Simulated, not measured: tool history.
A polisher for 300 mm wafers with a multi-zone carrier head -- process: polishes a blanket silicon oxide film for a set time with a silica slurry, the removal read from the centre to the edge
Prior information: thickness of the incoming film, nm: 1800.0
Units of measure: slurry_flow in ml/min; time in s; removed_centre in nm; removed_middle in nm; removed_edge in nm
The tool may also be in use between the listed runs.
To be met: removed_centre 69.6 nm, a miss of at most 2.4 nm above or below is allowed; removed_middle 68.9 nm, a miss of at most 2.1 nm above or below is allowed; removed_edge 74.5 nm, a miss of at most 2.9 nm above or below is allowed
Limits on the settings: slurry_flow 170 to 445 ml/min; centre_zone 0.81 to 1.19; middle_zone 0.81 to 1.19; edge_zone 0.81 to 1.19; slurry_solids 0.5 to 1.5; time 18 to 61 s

Run 1, hour 0: slurry_flow 285 ml/min, centre_zone 1, middle_zone 1, edge_zone 1, slurry_solids 1, time 39 s. Result: removed_centre 95.231 nm, removed_middle 97.772 nm, removed_edge 91.999 nm.
Run 2, hour 7.6: slurry_flow 350 ml/min, centre_zone 1, middle_zone 1, edge_zone 1, slurry_solids 1, time 39 s. Result: removed_centre 97.134 nm, removed_middle 99.947 nm, removed_edge 93.355 nm.
Run 3, hour 15.8: slurry_flow 340 ml/min, centre_zone 0.96, middle_zone 0.94, edge_zone 0.99, slurry_solids 0.85, time 39 s. Result: removed_centre 87.277 nm, removed_middle 90.337 nm, removed_edge 87.096 nm.
Run 4, hour 16.5: slurry_flow 315 ml/min, centre_zone 0.96, middle_zone 0.94, edge_zone 0.99, slurry_solids 0.85, time 39 s. Result: removed_centre 87.789 nm, removed_middle 88.171 nm, removed_edge 86.591 nm.
Run 5, hour 17.3: slurry_flow 305 ml/min, centre_zone 0.92, middle_zone 0.9, edge_zone 0.98, slurry_solids 0.75, time 39 s. Result: removed_centre 78.682 nm, removed_middle 83.83 nm, removed_edge 81.597 nm.
Run 6, hour 24: slurry_flow 295 ml/min, centre_zone 0.92, middle_zone 0.87, edge_zone 1, slurry_solids 0.7, time 39 s. Result: removed_centre 76.695 nm, removed_middle 77.384 nm, removed_edge 80.74 nm.
Run 7, hour 30.5: slurry_flow 280 ml/min, centre_zone 0.91, middle_zone 0.85, edge_zone 0.99, slurry_solids 0.65, time 39 s. Result: removed_centre 73.656 nm, removed_middle 73.539 nm, removed_edge 76.306 nm.
Run 8, hour 39: slurry_flow 265 ml/min, centre_zone 0.9, middle_zone 0.84, edge_zone 0.99, slurry_solids 0.65, time 39 s. Result: removed_centre 70.774 nm, removed_middle 73.067 nm, removed_edge 75.816 nm.
Run 9, hour 46.9: slurry_flow 255 ml/min, centre_zone 0.9, middle_zone 0.83, edge_zone 1, slurry_solids 0.65, time 39 s. Result: removed_centre 70.885 nm, removed_middle 71.745 nm, removed_edge 76.991 nm.
Run 10, hour 47.9: slurry_flow 245 ml/min, centre_zone 0.9, middle_zone 0.82, edge_zone 0.99, slurry_solids 0.65, time 39 s. Result: removed_centre 70.228 nm, removed_middle 73.035 nm, removed_edge 77.356 nm.

Of the 4 settings listed for the next run, only one would bring every result within its allowed miss of target. Which one?
Run A, hour 48.9: slurry_flow 215 ml/min, centre_zone 0.84, middle_zone 0.81, edge_zone 1.01, slurry_solids 0.6, time 40 s. Result: removed_centre ?, removed_middle ?, removed_edge ?.
Run B, hour 48.9: slurry_flow 230 ml/min, centre_zone 0.85, middle_zone 0.81, edge_zone 0.98, slurry_solids 0.8, time 35 s. Result: removed_centre ?, removed_middle ?, removed_edge ?.
Run C, hour 48.9: slurry_flow 220 ml/min, centre_zone 0.82, middle_zone 0.81, edge_zone 0.99, slurry_solids 0.6, time 40 s. Result: removed_centre ?, removed_middle ?, removed_edge ?.
Run D, hour 48.9: slurry_flow 275 ml/min, centre_zone 0.94, middle_zone 0.85, edge_zone 1.09, slurry_solids 0.55, time 39 s. Result: removed_centre ?, removed_middle ?, removed_edge ?.

move  removed_centre  removed_middle  removed_edge
   A          64.638          70.857        73.499
   B          65.298          70.645        72.035
   C          63.336          71.118        72.985
   D          70.595          70.562        73.469
A: brings the result that was furthest off to its target, and leaves another outside
B: brings the result that was furthest off to its target, and leaves another outside
C: the biggest miss grows against the last run
D: every result within its allowed miss
The right move is D.
